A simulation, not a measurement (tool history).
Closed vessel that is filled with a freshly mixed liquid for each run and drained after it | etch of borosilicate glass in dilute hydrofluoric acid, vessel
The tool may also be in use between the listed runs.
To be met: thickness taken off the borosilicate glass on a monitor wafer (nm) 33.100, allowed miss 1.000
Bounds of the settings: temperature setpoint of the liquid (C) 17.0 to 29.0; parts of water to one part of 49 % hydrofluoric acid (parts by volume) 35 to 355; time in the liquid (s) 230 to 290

run	day	temperature setpoint of the liquid (C)	parts of water to one part of 49 % hydrofluoric acid (parts by volume)	time in the liquid (s)	thickness taken off the borosilicate glass on a monitor wafer (nm)
1	0.000	21.0	195	290	23.409
2	0.183	23.0	195	290	25.203
3	0.233	26.0	195	290	27.845
4	0.529	27.0	190	290	29.760
5	0.667	27.0	130	290	47.328
6	0.904	27.0	100	290	64.292
7	1.096	24.0	115	290	49.406
8	1.438	22.0	125	290	41.013
9	1.504	20.5	125	290	38.321
10	1.629	17.0	130	290	32.089

5 next moves are on the table. One of them brings every result within its allowed miss. Which?
A	1.754	18.0	130	270	?
B	1.754	17.5	135	290	?
C	1.754	20.5	140	285	?
D	1.754	18.5	135	275	?
E	1.754	17.0	125	260	?

move	thickness taken off the borosilicate glass on a monitor wafer (nm)
A	31.411
B	31.667
C	33.711
D	31.284
E	30.337
A: further off than the last run
B: further off than the last run
C: meets every target
D: further off than the last run
E: further off than the last run
Move C is the one to make.
